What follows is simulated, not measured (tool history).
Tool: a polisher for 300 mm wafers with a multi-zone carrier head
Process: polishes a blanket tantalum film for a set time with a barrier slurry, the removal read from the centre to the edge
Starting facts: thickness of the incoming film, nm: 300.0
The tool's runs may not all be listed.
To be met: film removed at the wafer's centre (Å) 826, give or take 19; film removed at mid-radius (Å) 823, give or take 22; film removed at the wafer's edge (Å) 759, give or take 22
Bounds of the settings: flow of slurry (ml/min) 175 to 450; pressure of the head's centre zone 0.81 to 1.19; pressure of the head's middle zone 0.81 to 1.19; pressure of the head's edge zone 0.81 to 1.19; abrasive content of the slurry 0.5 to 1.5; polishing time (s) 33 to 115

run  hour  flow of slurry (ml/min)  pressure of the head's centre zone  pressure of the head's middle zone  pressure of the head's edge zone  abrasive content of the slurry  polishing time (s)  film removed at the wafer's centre (Å)  film removed at mid-radius (Å)  film removed at the wafer's edge (Å)
  1     0                      290                                   1                                   1                                 1                               1                  73                                  1120.9                          1099.7                                  1051
  2   2.3                      290                                0.99                                0.99                              0.97                             0.9                  72                                  1054.2                          1038.1                                1005.8
  3     6                      290                                0.99                                1.05                              0.97                             0.9                  72                                  1045.4                            1087                                1006.6
  4    10                      295                                   1                                1.05                              0.95                             0.8                  70                                  993.79                          1030.4                                916.36
  5  12.5                      295                                0.96                                1.05                              0.95                             0.8                  70                                  939.21                          1012.9                                921.66
  6  17.2                      295                                0.96                                1.05                              0.95                            0.85                  70                                  974.75                            1046                                   936
  7  24.6                      305                                0.96                                1.03                              0.93                             0.8                  69                                  946.39                          1001.7                                899.44
  8  32.3                      305                                0.96                                1.03                              0.93                             0.8                  69                                  947.29                          992.79                                912.07
  9  39.8                      300                                0.96                                1.02                              0.91                            0.75                  69                                  917.79                          960.52                                 891.2
 10  41.8                      305                                1.01                                   1                              0.81                             0.5                  65                                  774.34                          754.47                                656.21
 11    47                      360                                1.01                                1.04                              0.91                             0.5                  64                                  773.46                          775.34                                700.81
 12  55.7                      360                                1.02                                1.05                              0.93                             0.5                  64                                  780.48                          779.87                                701.99
 13  61.5                      360                                1.02                                1.05                              0.93                             0.5                  64                                   779.2                          789.49                                701.84
 14  64.5                      360                                1.03                                1.05                              0.95                             0.5                  64                                  785.49                           774.3                                 709.2
 15  67.3                      360                                1.03                                1.06                              0.96                             0.5                  64                                  782.63                          800.21                                706.52
 16  75.1                      400                                1.06                                1.03                              1.06                            0.55                  64                                  862.33                          819.74                                784.69
 17  80.7                      400                                1.05                                1.03                              1.05                            0.55                  64                                  851.09                          809.07                                777.56
 18  87.4                      400                                1.05                                1.04                              1.04                            0.55                  64                                  837.05                          816.09                                776.36
 19  93.1                      400                                1.05                                1.04                              1.04                            0.55                  64                                  846.81                           818.5                                770.27

Which single option among these 5 for the next run brings every result within its allowed miss of target? Just one does.
  A  98.8                      405                                1.04                                1.06                              1.03                            0.55                  63                                       ?                               ?                                     ?
  B  98.8                      410                                1.08                                1.07                              1.07                             0.5                  67                                       ?                               ?                                     ?
  C  98.8                      330                                0.94                                0.95                              0.89                             0.7                  65                                       ?                               ?                                     ?
  D  98.8                      355                                   1                                1.03                              1.06                             0.5                  70                                       ?                               ?                                     ?
  E  98.8                      350                                0.99                                0.93                              0.87                            0.55                  72                                       ?                               ?                                     ?

move  film removed at the wafer's centre (Å)  film removed at mid-radius (Å)  film removed at the wafer's edge (Å)
   A                                  826.92                          811.35                                763.63
   B                                  873.86                           831.7                                790.15
   C                                  836.77                          831.44                                809.19
   D                                   833.9                          831.89                                815.05
   E                                  886.71                          820.94                                805.02
A: all results in spec
B: the biggest miss grows against the last run
C: puts the biggest miss on target and leaves a different result outside tolerance
D: puts the biggest miss on target and leaves a different result outside tolerance
E: the biggest miss grows against the last run
Correct choice: A, which meets every target

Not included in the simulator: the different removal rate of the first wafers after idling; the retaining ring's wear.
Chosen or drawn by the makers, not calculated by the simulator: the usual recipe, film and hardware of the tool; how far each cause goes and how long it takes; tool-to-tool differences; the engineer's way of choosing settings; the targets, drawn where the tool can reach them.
